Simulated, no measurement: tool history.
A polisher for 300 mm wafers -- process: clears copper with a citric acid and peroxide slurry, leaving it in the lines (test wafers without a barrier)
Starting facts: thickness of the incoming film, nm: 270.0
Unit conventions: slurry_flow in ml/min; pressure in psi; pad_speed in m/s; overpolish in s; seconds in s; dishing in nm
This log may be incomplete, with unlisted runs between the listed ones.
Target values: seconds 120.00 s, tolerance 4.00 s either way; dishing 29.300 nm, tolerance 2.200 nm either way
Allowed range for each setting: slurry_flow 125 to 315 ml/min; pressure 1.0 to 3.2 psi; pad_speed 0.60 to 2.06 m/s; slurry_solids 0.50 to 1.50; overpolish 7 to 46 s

{"run": 1, "hour": 0.0, "slurry_flow": 205, "pressure": 2.1, "pad_speed": 1.32, "slurry_solids": 1.0, "overpolish": 24, "seconds": 165.33, "dishing": 24.542}
{"run": 2, "hour": 2.6, "slurry_flow": 210, "pressure": 2.2, "pad_speed": 1.32, "slurry_solids": 1.0, "overpolish": 23, "seconds": 157.25, "dishing": 25.481}
{"run": 3, "hour": 3.6, "slurry_flow": 160, "pressure": 2.2, "pad_speed": 1.32, "slurry_solids": 1.0, "overpolish": 23, "seconds": 165.73, "dishing": 24.999}
{"run": 4, "hour": 7.1, "slurry_flow": 175, "pressure": 2.3, "pad_speed": 1.32, "slurry_solids": 1.0, "overpolish": 22, "seconds": 156.66, "dishing": 25.287}
{"run": 5, "hour": 9.7, "slurry_flow": 175, "pressure": 1.8, "pad_speed": 1.32, "slurry_solids": 1.0, "overpolish": 22, "seconds": 199.35, "dishing": 19.244}
{"run": 6, "hour": 18.3, "slurry_flow": 190, "pressure": 2.0, "pad_speed": 1.32, "slurry_solids": 1.0, "overpolish": 21, "seconds": 178.14, "dishing": 21.154}
{"run": 7, "hour": 24.7, "slurry_flow": 235, "pressure": 2.6, "pad_speed": 1.34, "slurry_solids": 1.0, "overpolish": 18, "seconds": 131.06, "dishing": 23.666}
{"run": 8, "hour": 30.2, "slurry_flow": 235, "pressure": 2.6, "pad_speed": 1.34, "slurry_solids": 1.0, "overpolish": 19, "seconds": 133.07, "dishing": 25.359}
{"run": 9, "hour": 34.7, "slurry_flow": 235, "pressure": 2.7, "pad_speed": 1.34, "slurry_solids": 1.0, "overpolish": 19, "seconds": 127.06, "dishing": 26.236}

Consider the 4 candidate settings below. Which is the only one whose results all fall within their allowed miss of target?
{"run": "A", "hour": 39.2, "slurry_flow": 240, "pressure": 2.9, "pad_speed": 1.28, "slurry_solids": 1.1, "overpolish": 21, "seconds": "?", "dishing": "?"}
{"run": "B", "hour": 39.2, "slurry_flow": 205, "pressure": 2.3, "pad_speed": 1.38, "slurry_solids": 0.95, "overpolish": 22, "seconds": "?", "dishing": "?"}
{"run": "C", "hour": 39.2, "slurry_flow": 240, "pressure": 2.7, "pad_speed": 1.32, "slurry_solids": 1.1, "overpolish": 15, "seconds": "?", "dishing": "?"}
{"run": "D", "hour": 39.2, "slurry_flow": 215, "pressure": 2.7, "pad_speed": 1.38, "slurry_solids": 1.1, "overpolish": 17, "seconds": "?", "dishing": "?"}

move=A seconds=118.99 dishing=29.902
move=B seconds=146.81 dishing=25.758
move=C seconds=123.82 dishing=21.471
move=D seconds=120.22 dishing=24.623
A: hits every target within its allowed miss
B: its largest miss is bigger than the last run's
C: brings the last run's worst result on target, with another outside its allowed miss
D: brings the last run's worst result on target, with another outside its allowed miss
Go with A: it meets all targets.
